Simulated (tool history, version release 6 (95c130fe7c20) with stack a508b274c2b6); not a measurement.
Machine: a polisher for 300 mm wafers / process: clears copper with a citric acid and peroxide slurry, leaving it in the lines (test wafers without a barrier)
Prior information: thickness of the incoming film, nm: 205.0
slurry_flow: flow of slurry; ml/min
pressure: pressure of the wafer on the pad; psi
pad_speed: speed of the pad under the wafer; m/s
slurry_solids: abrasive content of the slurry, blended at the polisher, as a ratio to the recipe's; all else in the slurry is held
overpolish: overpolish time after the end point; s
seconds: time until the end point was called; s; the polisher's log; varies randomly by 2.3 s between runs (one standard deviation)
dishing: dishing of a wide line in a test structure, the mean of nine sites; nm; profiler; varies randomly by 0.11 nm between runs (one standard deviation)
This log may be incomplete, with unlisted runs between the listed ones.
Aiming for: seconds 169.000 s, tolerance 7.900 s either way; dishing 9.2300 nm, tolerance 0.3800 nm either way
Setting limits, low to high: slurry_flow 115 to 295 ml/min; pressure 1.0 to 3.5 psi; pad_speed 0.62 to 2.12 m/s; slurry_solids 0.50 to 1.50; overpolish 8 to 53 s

Run 1, day 0.000: slurry_flow 190 ml/min, pressure 2.2 psi, pad_speed 1.36 m/s, slurry_solids 1.00, overpolish 27 s. Result: seconds 96.535 s, dishing 27.6980 nm.
Run 2, day 0.233: slurry_flow 190 ml/min, pressure 2.2 psi, pad_speed 1.36 m/s, slurry_solids 1.15, overpolish 27 s. Result: seconds 96.146 s, dishing 28.3220 nm.
Run 3, day 0.346: slurry_flow 190 ml/min, pressure 2.2 psi, pad_speed 1.16 m/s, slurry_solids 1.15, overpolish 27 s. Result: seconds 106.370 s, dishing 26.5580 nm.
Run 4, day 0.617: slurry_flow 200 ml/min, pressure 1.9 psi, pad_speed 1.16 m/s, slurry_solids 1.00, overpolish 23 s. Result: seconds 122.090 s, dishing 21.8690 nm.
Run 5, day 0.808: slurry_flow 200 ml/min, pressure 1.4 psi, pad_speed 1.16 m/s, slurry_solids 1.00, overpolish 23 s. Result: seconds 150.800 s, dishing 18.8140 nm.
Run 6, day 0.867: slurry_flow 200 ml/min, pressure 1.8 psi, pad_speed 1.16 m/s, slurry_solids 1.00, overpolish 23 s. Result: seconds 127.560 s, dishing 21.2880 nm.
Run 7, day 0.975: slurry_flow 180 ml/min, pressure 1.6 psi, pad_speed 1.18 m/s, slurry_solids 0.90, overpolish 20 s. Result: seconds 139.290 s, dishing 17.8800 nm.
Run 8, day 1.267: slurry_flow 130 ml/min, pressure 1.0 psi, pad_speed 1.32 m/s, slurry_solids 0.65, overpolish 8 s. Result: seconds 193.130 s, dishing 6.2860 nm.
Run 9, day 1.621: slurry_flow 150 ml/min, pressure 1.0 psi, pad_speed 1.32 m/s, slurry_solids 0.65, overpolish 8 s. Result: seconds 185.920 s, dishing 6.2266 nm.
Run 10, day 1.750: slurry_flow 120 ml/min, pressure 1.4 psi, pad_speed 1.30 m/s, slurry_solids 0.65, overpolish 21 s. Result: seconds 159.300 s, dishing 17.0840 nm.
Run 11, day 2.079: slurry_flow 140 ml/min, pressure 1.3 psi, pad_speed 1.32 m/s, slurry_solids 0.65, overpolish 20 s. Result: seconds 162.630 s, dishing 15.8420 nm.
Run 12, day 2.212: slurry_flow 145 ml/min, pressure 1.2 psi, pad_speed 1.32 m/s, slurry_solids 0.75, overpolish 19 s. Result: seconds 162.610 s, dishing 14.5290 nm.
Run 13, day 2.538: slurry_flow 150 ml/min, pressure 1.3 psi, pad_speed 1.28 m/s, slurry_solids 0.70, overpolish 18 s. Result: seconds 160.270 s, dishing 14.5170 nm.
Run 14, day 2.862: slurry_flow 145 ml/min, pressure 1.2 psi, pad_speed 1.30 m/s, slurry_solids 0.80, overpolish 18 s. Result: seconds 163.040 s, dishing 14.3200 nm.
Run 15, day 2.942: slurry_flow 165 ml/min, pressure 1.2 psi, pad_speed 1.28 m/s, slurry_solids 0.75, overpolish 18 s. Result: seconds 165.470 s, dishing 14.5360 nm.
Run 16, day 3.142: slurry_flow 160 ml/min, pressure 1.2 psi, pad_speed 1.26 m/s, slurry_solids 0.85, overpolish 17 s. Result: seconds 162.350 s, dishing 13.6420 nm.
Run 17, day 3.258: slurry_flow 165 ml/min, pressure 1.3 psi, pad_speed 1.24 m/s, slurry_solids 0.80, overpolish 16 s. Result: seconds 161.680 s, dishing 13.6790 nm.
Run 18, day 3.596: slurry_flow 160 ml/min, pressure 1.2 psi, pad_speed 1.28 m/s, slurry_solids 0.80, overpolish 15 s. Result: seconds 161.740 s, dishing 12.3380 nm.
Run 19, day 3.942: slurry_flow 160 ml/min, pressure 1.2 psi, pad_speed 1.28 m/s, slurry_solids 0.75, overpolish 14 s. Result: seconds 166.830 s, dishing 11.4240 nm.
Run 20, day 4.104: slurry_flow 155 ml/min, pressure 1.2 psi, pad_speed 1.30 m/s, slurry_solids 0.75, overpolish 13 s. Result: seconds 163.580 s, dishing 11.0030 nm.
Run 21, day 4.129: slurry_flow 155 ml/min, pressure 1.2 psi, pad_speed 1.30 m/s, slurry_solids 0.75, overpolish 12 s. Result: seconds 167.630 s, dishing 10.0540 nm.

Exactly one of the 5 candidate moves below puts every result within its allowed miss. Which one?
Run A, day 4.154: slurry_flow 140 ml/min, pressure 1.3 psi, pad_speed 1.32 m/s, slurry_solids 0.65, overpolish 12 s. Result: seconds ?, dishing ?.
Run B, day 4.154: slurry_flow 150 ml/min, pressure 1.2 psi, pad_speed 1.30 m/s, slurry_solids 0.70, overpolish 14 s. Result: seconds ?, dishing ?.
Run C, day 4.154: slurry_flow 170 ml/min, pressure 1.4 psi, pad_speed 1.16 m/s, slurry_solids 0.75, overpolish 13 s. Result: seconds ?, dishing ?.
Run D, day 4.154: slurry_flow 135 ml/min, pressure 1.2 psi, pad_speed 1.26 m/s, slurry_solids 0.95, overpolish 13 s. Result: seconds ?, dishing ?.
Run E, day 4.154: slurry_flow 185 ml/min, pressure 1.0 psi, pad_speed 1.40 m/s, slurry_solids 0.85, overpolish 11 s. Result: seconds ?, dishing ?.

move  seconds  dishing
   A  161.600  10.4440
   B  168.260  11.4910
   C  162.070  11.1770
   D  163.400  11.0640
   E  167.490   9.3449
A: misses by more than the last run did
B: misses by more than the last run did
C: misses by more than the last run did
D: misses by more than the last run did
E: every result within its allowed miss
So the answer is move E, the one that meets all the targets.
